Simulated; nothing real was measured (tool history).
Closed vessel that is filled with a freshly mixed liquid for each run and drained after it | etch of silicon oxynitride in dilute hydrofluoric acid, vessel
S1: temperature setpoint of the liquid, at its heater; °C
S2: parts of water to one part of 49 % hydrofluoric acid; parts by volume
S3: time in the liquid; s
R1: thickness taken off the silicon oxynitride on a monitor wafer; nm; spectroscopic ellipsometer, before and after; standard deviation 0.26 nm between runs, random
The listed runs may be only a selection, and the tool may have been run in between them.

run	hour	S1	S2	S3	R1
1	0.0	25.0	100	520	16.456
2	6.7	27.5	100	520	18.611
3	10.5	24.5	100	520	16.381
4	12.9	26.5	90	520	19.909
5	15.1	26.5	90	520	20.068
6	23.8	26.5	90	520	20.175

Run 7, settings as shown, results not yet in. Your forecast:
7	32.0	28.0	85	520	?

Run 7 gave R1 22.876 nm.

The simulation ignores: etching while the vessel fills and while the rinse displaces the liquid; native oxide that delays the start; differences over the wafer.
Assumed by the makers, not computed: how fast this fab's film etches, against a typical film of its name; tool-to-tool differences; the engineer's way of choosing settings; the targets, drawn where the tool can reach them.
